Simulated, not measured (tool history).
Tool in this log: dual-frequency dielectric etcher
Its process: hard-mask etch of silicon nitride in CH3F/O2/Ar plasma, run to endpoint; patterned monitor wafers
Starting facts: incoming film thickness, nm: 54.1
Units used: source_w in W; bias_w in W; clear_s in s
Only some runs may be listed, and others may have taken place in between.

run 1 hour=0.0 | source_w=360 bias_w=58 | clear_s=88.153
run 2 hour=1.2 | source_w=360 bias_w=52 | clear_s=91.977
run 3 hour=4.9 | source_w=330 bias_w=50 | clear_s=98.763
run 4 hour=12.2 | source_w=310 bias_w=50 | clear_s=101.700
run 5 hour=15.1 | source_w=290 bias_w=50 | clear_s=106.110
run 6 hour=19.9 | source_w=330 bias_w=50 | clear_s=98.378
run 7 hour=28.8 | source_w=310 bias_w=50 | clear_s=101.910

Run 8, settings as shown, results not yet in. Your forecast:
run 8 hour=35.1 | source_w=300 bias_w=50 | clear_s=?

Logged for run 8: clear_s 103.730 s.

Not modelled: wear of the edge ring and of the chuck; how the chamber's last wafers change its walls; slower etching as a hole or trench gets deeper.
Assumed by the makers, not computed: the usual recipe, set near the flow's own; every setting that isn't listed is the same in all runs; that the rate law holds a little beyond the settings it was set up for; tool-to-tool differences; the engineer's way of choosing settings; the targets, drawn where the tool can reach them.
